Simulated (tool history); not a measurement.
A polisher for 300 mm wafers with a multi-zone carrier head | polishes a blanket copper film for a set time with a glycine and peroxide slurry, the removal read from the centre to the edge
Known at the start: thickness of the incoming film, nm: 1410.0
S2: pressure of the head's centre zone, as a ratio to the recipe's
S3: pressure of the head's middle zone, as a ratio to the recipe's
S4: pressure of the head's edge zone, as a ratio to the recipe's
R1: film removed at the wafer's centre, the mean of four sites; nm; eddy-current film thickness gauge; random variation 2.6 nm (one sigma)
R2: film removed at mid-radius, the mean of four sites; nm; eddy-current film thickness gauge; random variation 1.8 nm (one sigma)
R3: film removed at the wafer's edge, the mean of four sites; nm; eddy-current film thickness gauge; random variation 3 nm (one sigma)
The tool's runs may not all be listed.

Run 1, day 0.000: flow of slurry (ml/min) 280, S2 1.00, S3 1.00, S4 1.00, polishing time (s) 52. Result: R1 443.46 nm, R2 432.40 nm, R3 449.21 nm.
Run 2, day 0.058: flow of slurry (ml/min) 280, S2 1.00, S3 1.00, S4 1.00, polishing time (s) 61. Result: R1 517.56 nm, R2 510.76 nm, R3 526.12 nm.
Run 3, day 0.167: flow of slurry (ml/min) 280, S2 1.00, S3 0.93, S4 1.00, polishing time (s) 61. Result: R1 505.97 nm, R2 480.35 nm, R3 527.74 nm.
Run 4, day 0.525: flow of slurry (ml/min) 280, S2 1.01, S3 0.92, S4 0.99, polishing time (s) 57. Result: R1 494.80 nm, R2 439.33 nm, R3 490.08 nm.
Run 5, day 0.696: flow of slurry (ml/min) 280, S2 1.00, S3 0.91, S4 0.97, polishing time (s) 54. Result: R1 456.64 nm, R2 416.74 nm, R3 467.10 nm.
Run 6, day 0.962: flow of slurry (ml/min) 280, S2 1.05, S3 0.91, S4 0.97, polishing time (s) 54. Result: R1 469.56 nm, R2 420.02 nm, R3 462.21 nm.
Run 7, day 1.317: flow of slurry (ml/min) 280, S2 1.06, S3 0.90, S4 0.96, polishing time (s) 51. Result: R1 458.48 nm, R2 395.35 nm, R3 443.34 nm.
Run 8, day 1.575: flow of slurry (ml/min) 280, S2 1.06, S3 0.89, S4 0.95, polishing time (s) 48. Result: R1 427.95 nm, R2 361.75 nm, R3 400.17 nm.
Run 9, day 1.700: flow of slurry (ml/min) 275, S2 1.06, S3 0.88, S4 0.94, polishing time (s) 46. Result: R1 408.30 nm, R2 349.61 nm, R3 384.89 nm.
Run 10, day 1.833: flow of slurry (ml/min) 280, S2 1.06, S3 0.87, S4 0.94, polishing time (s) 44. Result: R1 389.24 nm, R2 327.01 nm, R3 363.33 nm.
Run 11, day 2.183: flow of slurry (ml/min) 285, S2 1.06, S3 0.86, S4 0.94, polishing time (s) 43. Result: R1 380.78 nm, R2 316.31 nm, R3 363.77 nm.
Run 12, day 2.304: flow of slurry (ml/min) 285, S2 1.06, S3 0.86, S4 0.94, polishing time (s) 43. Result: R1 390.57 nm, R2 314.60 nm, R3 359.66 nm.
Run 13, day 2.654: flow of slurry (ml/min) 240, S2 1.04, S3 0.81, S4 0.86, polishing time (s) 32. Result: R1 272.54 nm, R2 218.84 nm, R3 255.46 nm.
Run 14, day 2.779: flow of slurry (ml/min) 255, S2 1.04, S3 0.81, S4 0.87, polishing time (s) 32. Result: R1 274.35 nm, R2 217.99 nm, R3 254.78 nm.
Run 15, day 3.058: flow of slurry (ml/min) 265, S2 1.04, S3 0.82, S4 0.88, polishing time (s) 32. Result: R1 276.72 nm, R2 228.06 nm, R3 264.10 nm.
Run 16, day 3.100: flow of slurry (ml/min) 275, S2 1.05, S3 0.82, S4 0.89, polishing time (s) 32. Result: R1 281.70 nm, R2 226.99 nm, R3 262.63 nm.
Run 17, day 3.225: flow of slurry (ml/min) 280, S2 1.06, S3 0.82, S4 0.90, polishing time (s) 32. Result: R1 288.84 nm, R2 222.84 nm, R3 267.88 nm.

Run 18 comes next. What will it give?
Run 18, day 3.546: flow of slurry (ml/min) 285, S2 1.06, S3 0.83, S4 0.91, polishing time (s) 32. Result: R1 ?, R2 ?, R3 ?.

R1: 283.12 nm
R2: 230.76 nm
R3: 258.94 nm
